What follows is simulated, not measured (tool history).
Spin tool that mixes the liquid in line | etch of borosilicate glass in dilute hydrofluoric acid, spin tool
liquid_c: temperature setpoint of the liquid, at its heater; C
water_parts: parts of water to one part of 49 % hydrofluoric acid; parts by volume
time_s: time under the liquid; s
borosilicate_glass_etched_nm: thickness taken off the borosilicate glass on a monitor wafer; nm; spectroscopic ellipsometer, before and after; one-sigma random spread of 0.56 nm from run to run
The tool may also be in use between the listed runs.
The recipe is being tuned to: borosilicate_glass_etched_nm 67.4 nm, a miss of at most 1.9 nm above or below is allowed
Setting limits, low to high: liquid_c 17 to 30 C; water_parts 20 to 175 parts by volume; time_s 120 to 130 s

run	hour	liquid_c	water_parts	time_s	borosilicate_glass_etched_nm
1	0	22	95	120	45.308
2	7.4	18.5	95	120	39.97
3	8.5	21.5	90	120	47.73
4	13.1	24	90	120	52.755
5	18.9	24	110	120	42.502
6	20	24	85	120	56.608
7	27.6	25	85	120	58.626
8	34	26	85	120	60.255
9	42.2	26	85	120	61.555

Next run, 4 choices. One meets every target within its allowed miss, the rest don't. Which?
A	50.4	26	80	125	?
B	50.4	25.5	90	130	?
C	50.4	22	80	120	?
D	50.4	24.5	90	130	?

move	borosilicate_glass_etched_nm
A	66.539
B	59.525
C	54.387
D	57.216
A: all results in spec
B: misses by more than the last run did
C: misses by more than the last run did
D: misses by more than the last run did
Correct choice: A, which meets every target
